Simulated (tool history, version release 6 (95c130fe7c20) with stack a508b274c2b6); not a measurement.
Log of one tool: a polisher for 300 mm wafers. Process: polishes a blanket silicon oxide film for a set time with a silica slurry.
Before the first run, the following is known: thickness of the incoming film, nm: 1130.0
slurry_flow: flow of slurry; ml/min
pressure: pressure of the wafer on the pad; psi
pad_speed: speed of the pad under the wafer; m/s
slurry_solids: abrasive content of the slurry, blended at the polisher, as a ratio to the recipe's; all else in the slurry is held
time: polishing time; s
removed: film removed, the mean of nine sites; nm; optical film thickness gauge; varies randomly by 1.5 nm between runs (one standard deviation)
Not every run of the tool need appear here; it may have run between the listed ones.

run,hour,slurry_flow,pressure,pad_speed,slurry_solids,time,removed
1,0,280,2.6,1.12,1,127,218.45
2,0.7,325,2.6,1.12,1,127,218.19
3,7.8,325,2.6,1.12,1,127,218.65
4,15.8,325,2.4,1.12,1,127,207.19
5,18.1,325,2.4,1.32,1,127,238.61
6,23.4,325,2.4,1.32,1.15,127,255.31
7,25.1,320,1.7,1.3,1.15,127,207.34

Run 8 has not been measured yet. What should we expect?
8,30.9,320,1.6,1.26,1.15,127,?

Run 8 came out at removed 193.24 nm.

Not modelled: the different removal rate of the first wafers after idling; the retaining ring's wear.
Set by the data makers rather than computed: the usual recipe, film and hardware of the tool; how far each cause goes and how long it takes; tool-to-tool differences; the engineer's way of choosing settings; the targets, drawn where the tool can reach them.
